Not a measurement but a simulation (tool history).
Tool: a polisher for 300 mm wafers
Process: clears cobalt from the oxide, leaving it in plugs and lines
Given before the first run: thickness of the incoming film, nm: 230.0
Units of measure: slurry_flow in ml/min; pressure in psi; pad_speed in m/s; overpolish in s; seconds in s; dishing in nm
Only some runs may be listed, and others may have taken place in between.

| run | day | slurry_flow | pressure | pad_speed | overpolish | seconds | dishing |
|---|---|---|---|---|---|---|---|
| 1 | 0 | 290 | 1.8 | 0.82 | 23 | 82.482 | 38.519 |
| 2 | 0.329 | 290 | 1.5 | 0.82 | 23 | 98.681 | 35.279 |
| 3 | 0.467 | 290 | 1.3 | 0.82 | 23 | 114.59 | 32.15 |
| 4 | 0.696 | 290 | 1.5 | 0.82 | 22 | 98.097 | 34.702 |
| 5 | 0.725 | 290 | 1.5 | 0.94 | 22 | 85.686 | 37.445 |
| 6 | 0.983 | 220 | 1.5 | 0.94 | 22 | 90.673 | 35.637 |
| 7 | 1.267 | 225 | 1.6 | 0.94 | 21 | 83.808 | 38.3 |
| 8 | 1.421 | 175 | 2.1 | 1.1 | 10 | 56.583 | 29.201 |
|  | 1.696 | head pressure recalibrated |
| 9 | 1.696 | 175 | 2.2 | 1.1 | 12 | 48.522 | 34.971 |
| 10 | 2.025 | 175 | 2.2 | 1.1 | 13 | 48.182 | 36.767 |
| 11 | 2.312 | 175 | 2.2 | 1.1 | 14 | 46.455 | 38.637 |
| 12 | 2.504 | 175 | 2.3 | 1.1 | 16 | 45.972 | 41.708 |
| 13 | 2.788 | 175 | 2.4 | 1.1 | 17 | 43.671 | 46.438 |

Run 14 has not been measured yet. What should we expect?
| 14 | 2.946 | 175 | 2.5 | 1.1 | 17 | ? | ? |

Run 14 came out at seconds 42.402 s, dishing 46.658 nm.

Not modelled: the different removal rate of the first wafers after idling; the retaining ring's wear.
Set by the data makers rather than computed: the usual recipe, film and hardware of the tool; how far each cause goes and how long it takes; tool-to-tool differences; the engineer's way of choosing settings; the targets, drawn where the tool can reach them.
